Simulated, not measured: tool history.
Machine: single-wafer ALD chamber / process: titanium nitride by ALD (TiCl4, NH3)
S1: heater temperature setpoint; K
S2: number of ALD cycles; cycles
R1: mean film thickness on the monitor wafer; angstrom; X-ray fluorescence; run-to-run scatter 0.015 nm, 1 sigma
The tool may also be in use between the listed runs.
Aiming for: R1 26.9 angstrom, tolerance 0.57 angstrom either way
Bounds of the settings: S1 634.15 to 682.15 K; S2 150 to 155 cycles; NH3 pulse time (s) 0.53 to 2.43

Run 1, hour 0: S1 658.15 K, S2 150 cycles, NH3 pulse time (s) 1.48. Result: R1 31.375 angstrom.
Run 2, hour 4.7: S1 655.15 K, S2 150 cycles, NH3 pulse time (s) 1.35. Result: R1 30.829 angstrom.
Run 3, hour 11.4: S1 663.15 K, S2 150 cycles, NH3 pulse time (s) 1.35. Result: R1 30.953 angstrom.
Run 4, hour 16.6: S1 659.15 K, S2 150 cycles, NH3 pulse time (s) 1.24. Result: R1 30.409 angstrom.
Run 5, hour 21: S1 659.15 K, S2 155 cycles, NH3 pulse time (s) 1.24. Result: R1 31.886 angstrom.
Run 6, hour 24.7: S1 659.15 K, S2 155 cycles, NH3 pulse time (s) 1.58. Result: R1 32.541 angstrom.
Run 7, hour 29.7: S1 656.15 K, S2 154 cycles, NH3 pulse time (s) 1.44. Result: R1 31.51 angstrom.
Run 8, hour 35.2: S1 656.15 K, S2 154 cycles, NH3 pulse time (s) 1.44. Result: R1 31.7 angstrom.
At hour 41: thermocouple changed; heater temperature recalibrated.
Run 9, hour 41: S1 653.15 K, S2 153 cycles, NH3 pulse time (s) 1.32. Result: R1 30.783 angstrom.

Below are 5 possible settings for the next run. Only one of them brings all results inside the allowed miss of their targets. Which is it?
Run A, hour 46.8: S1 647.15 K, S2 150 cycles, NH3 pulse time (s) 0.71. Result: R1 ?.
Run B, hour 46.8: S1 638.15 K, S2 150 cycles, NH3 pulse time (s) 0.82. Result: R1 ?.
Run C, hour 46.8: S1 642.15 K, S2 150 cycles, NH3 pulse time (s) 0.78. Result: R1 ?.
Run D, hour 46.8: S1 647.15 K, S2 150 cycles, NH3 pulse time (s) 0.73. Result: R1 ?.
Run E, hour 46.8: S1 656.15 K, S2 152 cycles, NH3 pulse time (s) 0.71. Result: R1 ?.

move      R1
   A   25.76
   B  26.132
   C  26.171
   D  26.124
   E  27.271
A: the result that was furthest off in the last run now lies on the other side of its target
B: the result that was furthest off in the last run now lies on the other side of its target
C: the result that was furthest off in the last run now lies on the other side of its target
D: the result that was furthest off in the last run now lies on the other side of its target
E: hits every target within its allowed miss
The move that meets every target is E.

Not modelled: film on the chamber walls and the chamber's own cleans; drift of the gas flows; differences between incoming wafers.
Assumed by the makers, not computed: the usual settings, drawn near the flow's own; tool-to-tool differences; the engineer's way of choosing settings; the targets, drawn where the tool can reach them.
